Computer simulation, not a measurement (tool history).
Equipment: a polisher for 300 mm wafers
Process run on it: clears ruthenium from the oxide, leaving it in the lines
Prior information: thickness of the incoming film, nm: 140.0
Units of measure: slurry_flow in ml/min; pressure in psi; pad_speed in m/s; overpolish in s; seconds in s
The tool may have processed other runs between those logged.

Run 1, day 0.000: slurry_flow 220 ml/min, pressure 1.8 psi, pad_speed 1.14 m/s, overpolish 8 s. Result: seconds 125.72 s.
Run 2, day 0.162: slurry_flow 220 ml/min, pressure 1.6 psi, pad_speed 1.14 m/s, overpolish 8 s. Result: seconds 140.15 s.
Run 3, day 0.329: slurry_flow 220 ml/min, pressure 1.4 psi, pad_speed 1.14 m/s, overpolish 8 s. Result: seconds 151.96 s.
Run 4, day 0.454: slurry_flow 220 ml/min, pressure 1.3 psi, pad_speed 1.12 m/s, overpolish 8 s. Result: seconds 161.52 s.
Run 5, day 0.829: slurry_flow 250 ml/min, pressure 1.3 psi, pad_speed 1.12 m/s, overpolish 8 s. Result: seconds 160.35 s.
Run 6, day 0.908: slurry_flow 250 ml/min, pressure 1.7 psi, pad_speed 1.12 m/s, overpolish 8 s. Result: seconds 134.68 s.
Run 7, day 1.062: slurry_flow 250 ml/min, pressure 1.5 psi, pad_speed 1.10 m/s, overpolish 8 s. Result: seconds 145.11 s.

The next listed run, before its measurement:
Run 8, day 1.108: slurry_flow 235 ml/min, pressure 1.3 psi, pad_speed 1.10 m/s, overpolish 8 s. Result: seconds ?.

seconds: 160.55 s
